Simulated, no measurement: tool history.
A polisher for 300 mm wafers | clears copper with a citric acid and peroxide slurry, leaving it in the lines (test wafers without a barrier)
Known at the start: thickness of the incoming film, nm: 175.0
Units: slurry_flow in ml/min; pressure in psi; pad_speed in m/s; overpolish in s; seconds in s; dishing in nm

run    day  slurry_flow  pressure  pad_speed  slurry_solids  overpolish  seconds  dishing
  1      0          310       2.4       1.14              1          29   99.641   38.713
  2  0.038          310       2.4       1.14              1          28   100.92   38.153
  3  0.238          310       2.4       1.14              1          27   99.861   36.601
  4  0.579          310         2       1.14              1          27   120.09   30.919
  5  0.833          310       2.1       1.14              1          26   114.89   31.907
     1.171  -- slurry blender recalibrated
  6  1.171          380       2.1       1.14              1          26   106.69   33.374
  7  1.262          380       2.1       1.14              1          26   109.33   33.305
  8  1.521          390       2.1       1.14              1          25   107.47   31.419

Run 9 comes next. What will it give?
  9  1.779          400       2.1       1.14              1          25        ?        ?

{"run 9": {"seconds": 108.02, "dishing": 31.866}}
